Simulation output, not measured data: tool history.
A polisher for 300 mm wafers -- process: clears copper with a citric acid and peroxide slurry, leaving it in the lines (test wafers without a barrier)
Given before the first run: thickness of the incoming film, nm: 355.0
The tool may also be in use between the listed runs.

| run | hour | flow of slurry (ml/min) | pressure of the wafer on the pad (psi) | speed of the pad under the wafer (cm/s) | abrasive content of the slurry | overpolish time after the end point (s) | time until the end point was called (s) | dishing of a wide line in a test structure (Å) |
|---|---|---|---|---|---|---|---|---|
| 1 | 0.0 | 225 | 3.2 | 94 | 1.0 | 23 | 189.83 | 101.290 |
| 2 | 5.7 | 225 | 3.0 | 94 | 1.0 | 20 | 198.05 | 99.087 |
| 3 | 12.8 | 180 | 3.0 | 94 | 1.0 | 20 | 208.22 | 98.352 |
| 4 | 14.1 | 180 | 2.5 | 94 | 1.0 | 20 | 246.96 | 96.033 |
| 5 | 15.3 | 180 | 2.4 | 94 | 1.0 | 17 | 239.64 | 89.168 |
| 6 | 17.4 | 180 | 2.4 | 108 | 1.0 | 17 | 215.62 | 93.656 |

The next listed run, before its measurement:
| 7 | 26.0 | 180 | 2.3 | 108 | 1.0 | 17 | ? | ? |

time until the end point was called (s): 223.29
dishing of a wide line in a test structure (Å): 94.049
